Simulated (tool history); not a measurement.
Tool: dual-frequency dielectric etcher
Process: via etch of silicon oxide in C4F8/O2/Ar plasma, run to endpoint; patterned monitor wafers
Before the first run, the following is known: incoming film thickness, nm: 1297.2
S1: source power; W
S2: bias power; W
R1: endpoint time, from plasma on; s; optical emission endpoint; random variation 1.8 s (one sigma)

run,hour,S1,S2,R1
1,0.0,1450,2225,274.31
2,0.7,1540,2225,268.09
3,3.1,1330,2225,287.82
4,9.0,1330,2453,276.26
5,12.1,1480,2453,263.69
6,19.4,1640,2453,250.88
# hour 22.4: source power generator calibrated
7,22.4,1460,2383,270.47
8,27.0,1340,2333,285.36
9,29.3,1270,2311,293.47

Expected results for the next run?
10,37.3,1000,2196,?

R1: 329.24 s
